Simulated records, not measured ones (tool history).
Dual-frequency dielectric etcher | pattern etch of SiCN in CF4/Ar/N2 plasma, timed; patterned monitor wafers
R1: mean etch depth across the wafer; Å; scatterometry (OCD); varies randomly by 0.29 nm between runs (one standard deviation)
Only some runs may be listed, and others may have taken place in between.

Run 1, hour 0.0: source power (kW) 0.560, bias power (kW) 0.071, Ar flow (sccm) 97, CF4 flow (sccm) 52, etch time (s) 130.5. Result: R1 1229.5 Å.
Run 2, hour 9.0: source power (kW) 0.560, bias power (kW) 0.079, Ar flow (sccm) 97, CF4 flow (sccm) 52, etch time (s) 130.5. Result: R1 1291.1 Å.
Run 3, hour 15.6: source power (kW) 0.560, bias power (kW) 0.079, Ar flow (sccm) 97, CF4 flow (sccm) 52, etch time (s) 136.5. Result: R1 1342.1 Å.
Run 4, hour 24.7: source power (kW) 0.620, bias power (kW) 0.079, Ar flow (sccm) 97, CF4 flow (sccm) 52, etch time (s) 136.5. Result: R1 1497.8 Å.
Run 5, hour 26.4: source power (kW) 0.600, bias power (kW) 0.079, Ar flow (sccm) 97, CF4 flow (sccm) 52, etch time (s) 136.5. Result: R1 1448.6 Å.
Run 6, hour 34.3: source power (kW) 0.600, bias power (kW) 0.079, Ar flow (sccm) 97, CF4 flow (sccm) 59, etch time (s) 136.5. Result: R1 1475.3 Å.
Run 7, hour 42.2: source power (kW) 0.580, bias power (kW) 0.079, Ar flow (sccm) 97, CF4 flow (sccm) 59, etch time (s) 136.5. Result: R1 1426.0 Å.
Run 8, hour 44.1: source power (kW) 0.580, bias power (kW) 0.079, Ar flow (sccm) 97, CF4 flow (sccm) 59, etch time (s) 136.5. Result: R1 1420.3 Å.

Predict the results of run 9:
Run 9, hour 46.5: source power (kW) 0.560, bias power (kW) 0.079, Ar flow (sccm) 97, CF4 flow (sccm) 59, etch time (s) 136.5. Result: R1 ?.

{"run 9": {"R1": 1380.1}}

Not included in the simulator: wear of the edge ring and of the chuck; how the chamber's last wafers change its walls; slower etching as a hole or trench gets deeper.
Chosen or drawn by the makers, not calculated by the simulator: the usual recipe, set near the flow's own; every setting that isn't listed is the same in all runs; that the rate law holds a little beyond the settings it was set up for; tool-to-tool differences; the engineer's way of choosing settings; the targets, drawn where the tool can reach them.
